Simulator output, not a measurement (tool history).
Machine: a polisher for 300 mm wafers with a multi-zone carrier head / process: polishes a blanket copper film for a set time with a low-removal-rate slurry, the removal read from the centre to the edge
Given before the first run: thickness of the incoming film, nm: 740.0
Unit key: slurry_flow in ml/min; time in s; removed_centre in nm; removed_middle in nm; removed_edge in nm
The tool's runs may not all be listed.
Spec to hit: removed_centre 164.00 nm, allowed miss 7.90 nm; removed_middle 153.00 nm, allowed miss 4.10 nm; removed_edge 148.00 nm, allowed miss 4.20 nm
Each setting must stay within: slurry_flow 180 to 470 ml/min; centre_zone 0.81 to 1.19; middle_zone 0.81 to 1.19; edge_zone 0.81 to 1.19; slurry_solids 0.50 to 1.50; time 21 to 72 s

| run | hour | slurry_flow | centre_zone | middle_zone | edge_zone | slurry_solids | time | removed_centre | removed_middle | removed_edge |
|---|---|---|---|---|---|---|---|---|---|---|
| 1 | 0.0 | 300 | 1.00 | 1.00 | 1.00 | 1.00 | 46 | 127.49 | 132.05 | 126.77 |
| 2 | 2.0 | 300 | 1.00 | 1.00 | 0.94 | 1.00 | 46 | 127.92 | 131.11 | 124.73 |
| 3 | 8.3 | 300 | 1.00 | 1.00 | 0.94 | 1.00 | 41 | 118.34 | 118.49 | 112.05 |
| 4 | 13.0 | 300 | 1.00 | 1.00 | 0.94 | 1.00 | 37 | 103.51 | 106.90 | 101.73 |
| 5 | 20.0 | 305 | 1.02 | 1.00 | 0.97 | 1.10 | 39 | 112.10 | 113.85 | 109.70 |
| 6 | 25.4 | 310 | 1.05 | 1.01 | 0.98 | 1.20 | 41 | 124.26 | 121.99 | 118.02 |
| 7 | 29.3 | 315 | 1.07 | 1.02 | 1.00 | 1.25 | 42 | 131.19 | 128.91 | 122.95 |
| 8 | 33.7 | 320 | 1.09 | 1.02 | 1.02 | 1.30 | 43 | 140.59 | 132.37 | 129.79 |
| 9 | 38.2 | 330 | 1.11 | 1.04 | 1.05 | 1.35 | 43 | 143.73 | 137.69 | 132.81 |
| 10 | 45.8 | 335 | 1.12 | 1.05 | 1.07 | 1.40 | 43 | 147.48 | 137.12 | 133.72 |
| 11 | 48.8 | 335 | 1.12 | 1.06 | 1.08 | 1.40 | 44 | 144.10 | 144.17 | 137.53 |
| 12 | 53.6 | 340 | 1.13 | 1.06 | 1.09 | 1.40 | 44 | 149.17 | 146.29 | 138.23 |
| 13 | 57.5 | 345 | 1.14 | 1.06 | 1.10 | 1.40 | 44 | 151.88 | 144.10 | 138.43 |
| 14 | 61.5 | 350 | 1.15 | 1.06 | 1.11 | 1.40 | 44 | 151.16 | 143.19 | 138.79 |
| 15 | 64.0 | 350 | 1.16 | 1.06 | 1.11 | 1.40 | 44 | 152.47 | 143.48 | 141.08 |
| 16 | 72.2 | 355 | 1.17 | 1.06 | 1.11 | 1.40 | 44 | 152.62 | 146.71 | 140.17 |
| 17 | 80.8 | 360 | 1.17 | 1.06 | 1.11 | 1.40 | 44 | 155.78 | 143.26 | 140.08 |
| 18 | 88.0 | 360 | 1.17 | 1.06 | 1.12 | 1.40 | 44 | 158.90 | 142.36 | 143.89 |
| 19 | 92.2 | 365 | 1.17 | 1.07 | 1.12 | 1.40 | 44 | 155.49 | 145.48 | 141.38 |

Which single option among these 5 for the next run brings every result within its allowed miss of target? Just one does.
| A | 96.4 | 360 | 1.09 | 1.00 | 0.98 | 1.45 | 49 | ? | ? | ? |
| B | 96.4 | 335 | 1.06 | 1.07 | 1.14 | 1.35 | 46 | ? | ? | ? |
| C | 96.4 | 350 | 1.11 | 0.96 | 1.19 | 1.50 | 48 | ? | ? | ? |
| D | 96.4 | 385 | 1.04 | 1.09 | 1.19 | 1.45 | 46 | ? | ? | ? |
| E | 96.4 | 355 | 1.02 | 1.10 | 1.19 | 1.50 | 47 | ? | ? | ? |

| move | removed_centre | removed_middle | removed_edge |
|---|---|---|---|
| A | 165.22 | 154.45 | 149.54 |
| B | 147.89 | 150.59 | 148.45 |
| C | 165.56 | 146.83 | 162.41 |
| D | 148.80 | 156.73 | 155.11 |
| E | 149.19 | 161.60 | 158.86 |
A: every result lands within tolerance
B: the furthest-off result lands on target, but another misses its tolerance
C: moves away from the targets compared with the last run
D: the furthest-off result lands on target, but another misses its tolerance
E: takes the result that was furthest off past its target
Answer: A
